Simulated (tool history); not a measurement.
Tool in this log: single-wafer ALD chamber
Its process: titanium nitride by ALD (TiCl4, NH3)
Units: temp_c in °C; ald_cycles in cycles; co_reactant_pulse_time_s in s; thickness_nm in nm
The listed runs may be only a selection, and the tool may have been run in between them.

run,day,temp_c,ald_cycles,co_reactant_pulse_time_s,thickness_nm
1,0,385,62,3.08,1.4119
2,0.317,380,61,2.69,1.3593
3,0.392,380,61,3.08,1.3705
4,0.7,376,61,2.72,1.3608
5,1.029,373,61,2.4,1.3355
6,1.142,366,61,2.4,1.3219
7,1.283,365,61,2.14,1.3058
8,1.583,364,61,1.97,1.2829

Forecast run 9:
9,1.779,364,61,1.92,?

thickness_nm: 1.2649 nm
